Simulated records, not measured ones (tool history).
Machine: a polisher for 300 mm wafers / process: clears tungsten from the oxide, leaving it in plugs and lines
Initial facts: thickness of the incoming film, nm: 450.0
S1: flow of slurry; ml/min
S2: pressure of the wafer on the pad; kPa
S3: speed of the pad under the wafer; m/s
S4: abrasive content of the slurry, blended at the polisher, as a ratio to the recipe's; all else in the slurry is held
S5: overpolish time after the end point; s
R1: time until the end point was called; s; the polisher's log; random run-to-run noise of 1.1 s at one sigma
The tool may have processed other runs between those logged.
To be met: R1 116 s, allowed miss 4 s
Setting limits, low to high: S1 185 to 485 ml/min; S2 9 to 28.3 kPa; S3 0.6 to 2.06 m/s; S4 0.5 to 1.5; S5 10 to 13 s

run	hour	S1	S2	S3	S4	S5	R1
1	0	310	18.6	1.32	1	13	90.279
2	6.7	310	17.9	1.32	1	13	91.85
3	9.3	310	17.2	1.32	1	13	96.141
4	15.2	375	17.2	1.32	1	13	95.68
5	23.7	310	17.2	1.32	1	13	98.315
6	32	310	17.2	1.32	1.15	13	94.256
7	40	310	16.5	1.32	1.15	13	98.228
8	47.6	310	15.9	1.32	1.15	13	102.62
9	48.7	310	15.2	1.32	1.15	13	107.99
10	49.3	310	15.2	1.32	1.15	13	107.32
11	52.2	310	14.5	1.32	1.15	13	112.26

Which of these 5 next moves meets every target?
A	55.1	280	15.2	1.24	1.15	11	?
B	55.1	265	16.5	1.24	1.1	13	?
C	55.1	280	15.2	1.42	1.1	13	?
D	55.1	330	16.5	1.26	1	13	?
E	55.1	330	14.5	1.4	1.1	13	?

move	R1
A	115.27
B	107.34
C	101.99
D	106.25
E	107.04
A: all results in spec
B: further off than the last run
C: further off than the last run
D: further off than the last run
E: further off than the last run
Move A is the one to make.
